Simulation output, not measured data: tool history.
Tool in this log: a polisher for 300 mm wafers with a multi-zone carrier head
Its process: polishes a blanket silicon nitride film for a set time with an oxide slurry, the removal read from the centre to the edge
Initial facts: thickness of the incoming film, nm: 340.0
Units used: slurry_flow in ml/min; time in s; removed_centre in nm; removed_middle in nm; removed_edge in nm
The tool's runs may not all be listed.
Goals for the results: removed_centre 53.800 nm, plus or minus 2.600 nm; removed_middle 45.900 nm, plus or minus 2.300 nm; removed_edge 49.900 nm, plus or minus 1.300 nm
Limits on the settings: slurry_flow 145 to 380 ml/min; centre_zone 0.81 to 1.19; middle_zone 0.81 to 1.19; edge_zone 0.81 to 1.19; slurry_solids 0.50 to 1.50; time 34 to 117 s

Run 1, hour 0.0: slurry_flow 245 ml/min, centre_zone 1.00, middle_zone 1.00, edge_zone 1.00, slurry_solids 1.00, time 75 s. Result: removed_centre 67.824 nm, removed_middle 67.262 nm, removed_edge 68.315 nm.
Run 2, hour 4.1: slurry_flow 240 ml/min, centre_zone 1.00, middle_zone 0.97, edge_zone 0.98, slurry_solids 0.90, time 75 s. Result: removed_centre 66.581 nm, removed_middle 64.621 nm, removed_edge 65.067 nm.
Run 3, hour 6.3: slurry_flow 240 ml/min, centre_zone 1.00, middle_zone 0.97, edge_zone 0.93, slurry_solids 0.90, time 75 s. Result: removed_centre 65.575 nm, removed_middle 63.078 nm, removed_edge 64.417 nm.
Run 4, hour 9.1: slurry_flow 240 ml/min, centre_zone 1.00, middle_zone 0.97, edge_zone 0.93, slurry_solids 0.90, time 67 s. Result: removed_centre 59.748 nm, removed_middle 55.269 nm, removed_edge 57.443 nm.
Run 5, hour 13.7: slurry_flow 240 ml/min, centre_zone 1.00, middle_zone 0.97, edge_zone 0.93, slurry_solids 0.70, time 67 s. Result: removed_centre 51.572 nm, removed_middle 52.318 nm, removed_edge 51.617 nm.
Run 6, hour 17.0: slurry_flow 195 ml/min, centre_zone 1.00, middle_zone 0.97, edge_zone 0.93, slurry_solids 0.70, time 67 s. Result: removed_centre 52.290 nm, removed_middle 49.471 nm, removed_edge 51.447 nm.
Run 7, hour 19.0: slurry_flow 190 ml/min, centre_zone 1.01, middle_zone 0.96, edge_zone 0.92, slurry_solids 0.70, time 67 s. Result: removed_centre 52.089 nm, removed_middle 49.307 nm, removed_edge 51.076 nm.
Run 8, hour 21.9: slurry_flow 185 ml/min, centre_zone 1.02, middle_zone 0.95, edge_zone 0.92, slurry_solids 0.70, time 67 s. Result: removed_centre 51.932 nm, removed_middle 49.139 nm, removed_edge 50.849 nm.
Run 9, hour 23.1: slurry_flow 180 ml/min, centre_zone 1.03, middle_zone 0.94, edge_zone 0.92, slurry_solids 0.70, time 67 s. Result: removed_centre 52.118 nm, removed_middle 48.615 nm, removed_edge 51.375 nm.
Run 10, hour 29.9: slurry_flow 175 ml/min, centre_zone 1.05, middle_zone 0.93, edge_zone 0.91, slurry_solids 0.70, time 67 s. Result: removed_centre 52.717 nm, removed_middle 48.115 nm, removed_edge 50.222 nm.

Consider the 4 candidate settings below. Which is the only one whose results all fall within their allowed miss of target?
Run A, hour 36.7: slurry_flow 185 ml/min, centre_zone 1.01, middle_zone 0.96, edge_zone 0.88, slurry_solids 0.65, time 70 s. Result: removed_centre ?, removed_middle ?, removed_edge ?.
Run B, hour 36.7: slurry_flow 175 ml/min, centre_zone 1.06, middle_zone 0.88, edge_zone 0.87, slurry_solids 0.65, time 69 s. Result: removed_centre ?, removed_middle ?, removed_edge ?.
Run C, hour 36.7: slurry_flow 250 ml/min, centre_zone 1.04, middle_zone 1.06, edge_zone 0.91, slurry_solids 0.50, time 74 s. Result: removed_centre ?, removed_middle ?, removed_edge ?.
Run D, hour 36.7: slurry_flow 240 ml/min, centre_zone 1.00, middle_zone 0.98, edge_zone 0.85, slurry_solids 0.50, time 75 s. Result: removed_centre ?, removed_middle ?, removed_edge ?.

move  removed_centre  removed_middle  removed_edge
   A          52.982          50.589        50.979
   B          54.517          46.156        49.998
   C          52.894          53.124        49.275
   D          51.322          50.235        49.071
A: the biggest miss grows against the last run
B: all results land within tolerance of their targets
C: the biggest miss grows against the last run
D: the biggest miss grows against the last run
B meets every target.

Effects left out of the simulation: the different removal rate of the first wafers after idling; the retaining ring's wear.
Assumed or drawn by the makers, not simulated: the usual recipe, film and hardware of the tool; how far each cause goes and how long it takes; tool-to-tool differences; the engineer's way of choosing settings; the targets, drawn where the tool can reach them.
